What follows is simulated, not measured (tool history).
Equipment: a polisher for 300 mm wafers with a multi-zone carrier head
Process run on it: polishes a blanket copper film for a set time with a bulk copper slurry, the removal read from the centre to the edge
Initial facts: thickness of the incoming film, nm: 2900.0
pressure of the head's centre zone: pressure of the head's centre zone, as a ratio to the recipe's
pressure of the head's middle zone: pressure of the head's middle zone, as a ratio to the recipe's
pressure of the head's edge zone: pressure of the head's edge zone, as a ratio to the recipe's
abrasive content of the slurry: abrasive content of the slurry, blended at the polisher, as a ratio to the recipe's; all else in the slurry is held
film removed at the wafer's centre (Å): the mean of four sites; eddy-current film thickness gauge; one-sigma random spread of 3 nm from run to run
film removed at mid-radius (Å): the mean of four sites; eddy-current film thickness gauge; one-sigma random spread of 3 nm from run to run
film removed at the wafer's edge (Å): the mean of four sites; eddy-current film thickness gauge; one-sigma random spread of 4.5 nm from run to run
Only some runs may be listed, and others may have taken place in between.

run	hour	flow of slurry (ml/min)	pressure of the head's centre zone	pressure of the head's middle zone	pressure of the head's edge zone	abrasive content of the slurry	polishing time (s)	film removed at the wafer's centre (Å)	film removed at mid-radius (Å)	film removed at the wafer's edge (Å)
1	0	280	1	1	1	1	41	2529.9	2476.6	2590.1
2	7.3	280	1.07	1	1	1	41	2692.8	2496.4	2594.6
3	11.7	280	1.06	1.01	1.02	1.05	41	2679.4	2482.3	2584.2
4	16.3	280	1.04	1.01	1.02	1.05	42	2743.2	2591.6	2616.7
5	20.1	305	1.04	1.01	1.02	1.05	42	2744.9	2586.6	2709.8
6	23.4	315	1.03	1.02	1.03	1.05	42	2761.4	2656.9	2678.4
7	25.4	315	1.01	1.01	1.03	1.1	43	2748.3	2711.7	2808.2
8	26.1	320	1.01	1.01	1.03	1.15	43	2750.9	2756.1	2830.9
9	32.9	325	1.01	1.01	1.03	1.2	43	2814.6	2788.1	2840.5
10	37.8	330	1	1.01	1.04	1.25	43	2785.2	2840.7	2864.9
11	46.6	335	1	1	1.05	1.25	43	2846.6	2769.1	2898.4

Predict the results of run 12:
12	47.6	335	0.99	1	1.06	1.25	43	?	?	?

Run 12 gave film removed at the wafer's centre (Å) 2751.9, film removed at mid-radius (Å) 2773.6, film removed at the wafer's edge (Å) 2834.1.
